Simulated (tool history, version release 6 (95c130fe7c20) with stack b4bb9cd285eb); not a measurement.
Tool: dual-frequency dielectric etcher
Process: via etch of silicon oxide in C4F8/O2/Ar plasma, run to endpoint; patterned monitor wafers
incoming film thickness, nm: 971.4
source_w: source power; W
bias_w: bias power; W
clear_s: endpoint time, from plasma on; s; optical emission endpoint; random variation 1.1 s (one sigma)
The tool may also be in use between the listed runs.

{"run": 1, "hour": 0.0, "source_w": 1630, "bias_w": 2057, "clear_s": 241.66}
{"run": 2, "hour": 5.8, "source_w": 1500, "bias_w": 2057, "clear_s": 252.7}
{"run": 3, "hour": 6.6, "source_w": 1770, "bias_w": 2243, "clear_s": 224.27}
{"run": 4, "hour": 14.2, "source_w": 1770, "bias_w": 2060, "clear_s": 232.58}
{"run": 5, "hour": 18.8, "source_w": 1950, "bias_w": 2223, "clear_s": 215.18}
{"run": 6, "hour": 22.3, "source_w": 2070, "bias_w": 2346, "clear_s": 204.55}

Run 7 comes next. What will it give?
{"run": 7, "hour": 27.8, "source_w": 2150, "bias_w": 2444, "clear_s": "?"}

clear_s: 196.35 s
